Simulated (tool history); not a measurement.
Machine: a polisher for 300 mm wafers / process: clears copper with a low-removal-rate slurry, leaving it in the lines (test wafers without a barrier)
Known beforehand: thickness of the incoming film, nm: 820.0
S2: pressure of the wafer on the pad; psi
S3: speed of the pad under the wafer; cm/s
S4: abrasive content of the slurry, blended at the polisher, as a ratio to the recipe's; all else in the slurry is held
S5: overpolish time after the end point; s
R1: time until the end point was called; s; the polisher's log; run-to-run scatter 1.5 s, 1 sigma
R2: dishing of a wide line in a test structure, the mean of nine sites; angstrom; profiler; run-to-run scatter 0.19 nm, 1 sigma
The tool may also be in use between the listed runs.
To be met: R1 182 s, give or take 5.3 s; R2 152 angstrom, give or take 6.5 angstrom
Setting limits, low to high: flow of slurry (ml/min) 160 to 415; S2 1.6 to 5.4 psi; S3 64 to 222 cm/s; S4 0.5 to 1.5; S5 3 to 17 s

{"run": 1, "hour": 0.0, "flow of slurry (ml/min)": 265, "S2": 3.5, "S3": 142, "S4": 1, "S5": 9, "R1": 165.87, "R2": 250.21}
{"run": 2, "hour": 3.3, "flow of slurry (ml/min)": 270, "S2": 3.4, "S3": 142, "S4": 1, "S5": 8, "R1": 169.25, "R2": 232.26}
{"run": 3, "hour": 12.0, "flow of slurry (ml/min)": 270, "S2": 4.1, "S3": 142, "S4": 1, "S5": 8, "R1": 149.03, "R2": 256.59}
{"run": 4, "hour": 12.7, "flow of slurry (ml/min)": 270, "S2": 4.7, "S3": 142, "S4": 1, "S5": 8, "R1": 138.17, "R2": 268.41}
{"run": 5, "hour": 15.6, "flow of slurry (ml/min)": 270, "S2": 4.7, "S3": 172, "S4": 1, "S5": 8, "R1": 114.57, "R2": 300.47}
{"run": 6, "hour": 17.5, "flow of slurry (ml/min)": 270, "S2": 4.7, "S3": 172, "S4": 1, "S5": 4, "R1": 113.17, "R2": 183.81}
{"run": 7, "hour": 23.3, "flow of slurry (ml/min)": 270, "S2": 4, "S3": 170, "S4": 1, "S5": 4, "R1": 128.18, "R2": 167.88}
{"run": 8, "hour": 32.0, "flow of slurry (ml/min)": 270, "S2": 3.5, "S3": 168, "S4": 1, "S5": 4, "R1": 139.96, "R2": 154.43}

5 next moves are on the table. One of them brings every result within its allowed miss. Which?
{"run": "A", "hour": 40.7, "flow of slurry (ml/min)": 255, "S2": 2.9, "S3": 134, "S4": 1, "S5": 5, "R1": "?", "R2": "?"}
{"run": "B", "hour": 40.7, "flow of slurry (ml/min)": 290, "S2": 4.1, "S3": 198, "S4": 1.1, "S5": 3, "R1": "?", "R2": "?"}
{"run": "C", "hour": 40.7, "flow of slurry (ml/min)": 260, "S2": 3.1, "S3": 134, "S4": 0.9, "S5": 5, "R1": "?", "R2": "?"}
{"run": "D", "hour": 40.7, "flow of slurry (ml/min)": 250, "S2": 3.5, "S3": 134, "S4": 0.85, "S5": 5, "R1": "?", "R2": "?"}
{"run": "E", "hour": 40.7, "flow of slurry (ml/min)": 245, "S2": 4.1, "S3": 196, "S4": 1.25, "S5": 3, "R1": "?", "R2": "?"}

move=A R1=197.95 R2=141.4
move=B R1=105.62 R2=156.98
move=C R1=194.45 R2=143.71
move=D R1=183.47 R2=151.23
move=E R1=105.22 R2=157.47
A: takes the biggest miss from the last run beyond its target
B: misses by more than the last run did
C: takes the biggest miss from the last run beyond its target
D: hits every target within its allowed miss
E: misses by more than the last run did
Answer: D
